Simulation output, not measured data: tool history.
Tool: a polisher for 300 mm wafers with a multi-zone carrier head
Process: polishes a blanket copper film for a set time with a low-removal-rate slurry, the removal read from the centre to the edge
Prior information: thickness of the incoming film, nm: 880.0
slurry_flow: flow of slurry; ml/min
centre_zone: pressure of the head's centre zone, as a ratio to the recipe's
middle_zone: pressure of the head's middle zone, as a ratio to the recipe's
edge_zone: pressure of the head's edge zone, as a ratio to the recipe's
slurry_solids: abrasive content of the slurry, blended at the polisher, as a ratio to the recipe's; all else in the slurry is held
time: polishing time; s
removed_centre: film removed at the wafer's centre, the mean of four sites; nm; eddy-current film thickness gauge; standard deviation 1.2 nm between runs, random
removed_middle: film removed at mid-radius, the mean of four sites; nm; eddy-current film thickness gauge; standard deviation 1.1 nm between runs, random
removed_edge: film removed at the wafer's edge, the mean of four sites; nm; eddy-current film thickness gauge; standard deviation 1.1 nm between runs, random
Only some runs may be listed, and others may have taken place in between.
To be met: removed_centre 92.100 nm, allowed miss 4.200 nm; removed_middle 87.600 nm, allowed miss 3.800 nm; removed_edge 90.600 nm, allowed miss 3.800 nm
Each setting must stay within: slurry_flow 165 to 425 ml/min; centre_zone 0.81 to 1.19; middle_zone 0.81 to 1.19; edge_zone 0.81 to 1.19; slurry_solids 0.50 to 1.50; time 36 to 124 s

| run | hour | slurry_flow | centre_zone | middle_zone | edge_zone | slurry_solids | time | removed_centre | removed_middle | removed_edge |
|---|---|---|---|---|---|---|---|---|---|---|
| 1 | 0.0 | 275 | 1.00 | 1.00 | 1.00 | 1.00 | 79 | 123.570 | 123.110 | 119.250 |
| 2 | 5.2 | 275 | 0.99 | 0.99 | 0.99 | 0.95 | 78 | 122.180 | 116.940 | 114.510 |
| 3 | 8.6 | 275 | 0.97 | 0.99 | 0.99 | 0.90 | 77 | 116.170 | 117.010 | 115.630 |
| 4 | 13.6 | 275 | 0.97 | 0.99 | 0.99 | 1.10 | 77 | 119.110 | 117.870 | 116.110 |
| 5 | 14.2 | 275 | 0.97 | 0.99 | 1.05 | 1.10 | 77 | 118.740 | 118.940 | 121.610 |
| 6 | 19.1 | 275 | 0.97 | 0.99 | 1.05 | 1.10 | 86 | 133.280 | 134.270 | 136.640 |
| 7 | 21.2 | 275 | 0.96 | 0.98 | 1.03 | 1.05 | 84 | 130.130 | 126.020 | 131.130 |
| 8 | 29.2 | 275 | 0.95 | 0.98 | 1.02 | 1.00 | 82 | 120.790 | 124.390 | 124.970 |
| 9 | 37.8 | 275 | 0.95 | 0.97 | 1.00 | 0.95 | 80 | 118.320 | 119.760 | 122.190 |
| 10 | 38.6 | 275 | 0.95 | 0.96 | 0.99 | 0.95 | 78 | 116.620 | 114.610 | 117.640 |
| 11 | 46.9 | 275 | 0.95 | 0.95 | 0.98 | 0.95 | 76 | 112.340 | 112.930 | 116.060 |
| 12 | 54.5 | 270 | 1.02 | 0.92 | 0.95 | 0.70 | 61 | 92.524 | 83.037 | 84.810 |

Consider the 4 candidate settings below. Which is the only one whose results all fall within their allowed miss of target?
| A | 62.1 | 250 | 0.96 | 0.92 | 0.94 | 0.70 | 65 | ? | ? | ? |
| B | 62.1 | 320 | 1.17 | 0.99 | 0.91 | 0.75 | 59 | ? | ? | ? |
| C | 62.1 | 260 | 1.06 | 0.91 | 0.89 | 1.00 | 55 | ? | ? | ? |
| D | 62.1 | 245 | 1.13 | 0.94 | 0.95 | 0.90 | 53 | ? | ? | ? |

| move | removed_centre | removed_middle | removed_edge |
|---|---|---|---|
| A | 91.087 | 86.783 | 89.698 |
| B | 104.270 | 86.226 | 82.174 |
| C | 90.198 | 77.007 | 78.302 |
| D | 90.669 | 74.565 | 76.157 |
A: every result lands within tolerance
B: its largest miss is bigger than the last run's
C: its largest miss is bigger than the last run's
D: its largest miss is bigger than the last run's
The right move is A.
